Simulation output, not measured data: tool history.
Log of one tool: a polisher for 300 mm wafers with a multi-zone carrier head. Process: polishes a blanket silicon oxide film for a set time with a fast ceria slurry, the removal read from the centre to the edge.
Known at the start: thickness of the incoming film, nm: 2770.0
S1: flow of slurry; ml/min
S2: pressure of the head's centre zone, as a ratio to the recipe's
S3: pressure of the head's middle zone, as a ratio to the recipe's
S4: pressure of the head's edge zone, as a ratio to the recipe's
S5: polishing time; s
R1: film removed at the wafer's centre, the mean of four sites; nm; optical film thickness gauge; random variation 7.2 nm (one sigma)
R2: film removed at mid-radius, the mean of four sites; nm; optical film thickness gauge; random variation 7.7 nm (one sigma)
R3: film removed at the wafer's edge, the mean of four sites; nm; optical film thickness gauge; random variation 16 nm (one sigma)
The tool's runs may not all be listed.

Run 1, hour 0: S1 135 ml/min, S2 1, S3 1, S4 1, S5 60 s. Result: R1 715.59 nm, R2 726.52 nm, R3 752.03 nm.
Run 2, hour 7.8: S1 135 ml/min, S2 1, S3 1, S4 1, S5 45 s. Result: R1 541.86 nm, R2 551.6 nm, R3 555.54 nm.
Run 3, hour 16.2: S1 135 ml/min, S2 1, S3 1, S4 0.94, S5 45 s. Result: R1 547.59 nm, R2 557.36 nm, R3 559.3 nm.
Run 4, hour 21.3: S1 135 ml/min, S2 1, S3 1, S4 1, S5 45 s. Result: R1 548.53 nm, R2 551.57 nm, R3 558.45 nm.
Run 5, hour 28.1: S1 140 ml/min, S2 1, S3 1.02, S4 1, S5 51 s. Result: R1 624.05 nm, R2 642.21 nm, R3 632.13 nm.
Run 6, hour 35.6: S1 140 ml/min, S2 0.99, S3 1.03, S4 1.01, S5 56 s. Result: R1 678.01 nm, R2 718.92 nm, R3 707.32 nm.

The next listed run, before its measurement:
Run 7, hour 36.6: S1 140 ml/min, S2 0.99, S3 1.03, S4 1.01, S5 56 s. Result: R1 ?, R2 ?, R3 ?.

R1: 672.43 nm
R2: 713.38 nm
R3: 719.71 nm
